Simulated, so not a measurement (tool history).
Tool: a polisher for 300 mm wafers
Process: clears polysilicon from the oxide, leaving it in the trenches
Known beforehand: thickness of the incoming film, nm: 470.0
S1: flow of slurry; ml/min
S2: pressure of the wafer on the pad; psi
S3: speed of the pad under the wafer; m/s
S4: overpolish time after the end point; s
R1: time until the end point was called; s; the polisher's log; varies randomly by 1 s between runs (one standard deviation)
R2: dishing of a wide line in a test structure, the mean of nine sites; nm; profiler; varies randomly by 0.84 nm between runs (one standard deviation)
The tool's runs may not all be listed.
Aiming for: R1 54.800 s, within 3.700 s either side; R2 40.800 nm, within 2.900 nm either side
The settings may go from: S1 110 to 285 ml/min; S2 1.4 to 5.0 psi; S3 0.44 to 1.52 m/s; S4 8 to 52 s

Run 1, day 0.000: S1 180 ml/min, S2 3.2 psi, S3 0.98 m/s, S4 26 s. Result: R1 29.004 s, R2 61.266 nm.
Run 2, day 0.021: S1 180 ml/min, S2 3.2 psi, S3 0.80 m/s, S4 26 s. Result: R1 35.001 s, R2 64.714 nm.
Run 3, day 0.329: S1 180 ml/min, S2 3.2 psi, S3 0.56 m/s, S4 26 s. Result: R1 46.684 s, R2 64.402 nm.
Run 4, day 0.412: S1 155 ml/min, S2 2.6 psi, S3 0.70 m/s, S4 20 s. Result: R1 46.841 s, R2 60.801 nm.
Run 5, day 0.500: S1 120 ml/min, S2 2.6 psi, S3 0.70 m/s, S4 20 s. Result: R1 53.256 s, R2 59.295 nm.
Run 6, day 0.538: S1 120 ml/min, S2 1.8 psi, S3 0.70 m/s, S4 20 s. Result: R1 69.855 s, R2 54.298 nm.
Run 7, day 0.588: S1 115 ml/min, S2 1.7 psi, S3 0.88 m/s, S4 31 s. Result: R1 63.429 s, R2 62.260 nm.
Run 8, day 0.796: S1 165 ml/min, S2 1.6 psi, S3 0.84 m/s, S4 23 s. Result: R1 65.000 s, R2 58.529 nm.
Run 9, day 1.108: S1 145 ml/min, S2 1.5 psi, S3 0.92 m/s, S4 18 s. Result: R1 63.011 s, R2 55.997 nm.
Run 10, day 1.433: S1 135 ml/min, S2 1.5 psi, S3 0.98 m/s, S4 15 s. Result: R1 61.226 s, R2 52.561 nm.

Which of these 5 next moves meets every target?
Run A, day 1.758: S1 115 ml/min, S2 1.5 psi, S3 1.20 m/s, S4 8 s. Result: R1 ?, R2 ?.
Run B, day 1.758: S1 140 ml/min, S2 1.4 psi, S3 0.92 m/s, S4 31 s. Result: R1 ?, R2 ?.
Run C, day 1.758: S1 150 ml/min, S2 1.7 psi, S3 0.88 m/s, S4 13 s. Result: R1 ?, R2 ?.
Run D, day 1.758: S1 255 ml/min, S2 2.6 psi, S3 0.56 m/s, S4 52 s. Result: R1 ?, R2 ?.
Run E, day 1.758: S1 115 ml/min, S2 1.8 psi, S3 1.20 m/s, S4 10 s. Result: R1 ?, R2 ?.

move      R1      R2
   A  54.465  40.953
   B  70.693  60.577
   C  60.457  49.543
   D  55.435  63.363
   E  45.861  49.837
A: all results land within tolerance of their targets
B: further off than the last run
C: nearer the targets than the last run, but a result is still out of spec
D: further off than the last run
E: nearer the targets than the last run, but a result is still out of spec
Go with A: it meets all targets.

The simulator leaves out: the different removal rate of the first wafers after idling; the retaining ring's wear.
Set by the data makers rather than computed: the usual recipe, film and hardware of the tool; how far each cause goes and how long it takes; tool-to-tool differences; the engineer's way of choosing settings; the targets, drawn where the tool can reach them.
